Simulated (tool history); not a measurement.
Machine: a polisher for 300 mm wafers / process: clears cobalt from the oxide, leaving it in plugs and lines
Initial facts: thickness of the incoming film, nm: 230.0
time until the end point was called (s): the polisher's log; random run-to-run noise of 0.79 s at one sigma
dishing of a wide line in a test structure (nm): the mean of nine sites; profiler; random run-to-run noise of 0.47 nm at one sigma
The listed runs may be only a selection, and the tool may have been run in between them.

run	day	flow of slurry (ml/min)	pressure of the wafer on the pad (psi)	speed of the pad under the wafer (cm/s)	overpolish time after the end point (s)	time until the end point was called (s)	dishing of a wide line in a test structure (nm)
1	0.000	185	2.1	94	8	40.802	27.021
2	0.225	185	2.6	94	8	33.406	30.980
3	0.546	185	2.6	112	8	27.716	33.607
4	0.846	185	2.6	90	8	33.780	29.860
5	1.138	165	2.6	90	8	35.036	28.846
6	1.279	165	2.6	74	8	42.633	26.796
7	1.329	160	2.3	72	9	49.466	26.362

Forecast run 8:
8	1.575	155	2.1	72	10	?	?

{"run 8": {"time until the end point was called (s)": 53.778, "dishing of a wide line in a test structure (nm)": 27.112}}

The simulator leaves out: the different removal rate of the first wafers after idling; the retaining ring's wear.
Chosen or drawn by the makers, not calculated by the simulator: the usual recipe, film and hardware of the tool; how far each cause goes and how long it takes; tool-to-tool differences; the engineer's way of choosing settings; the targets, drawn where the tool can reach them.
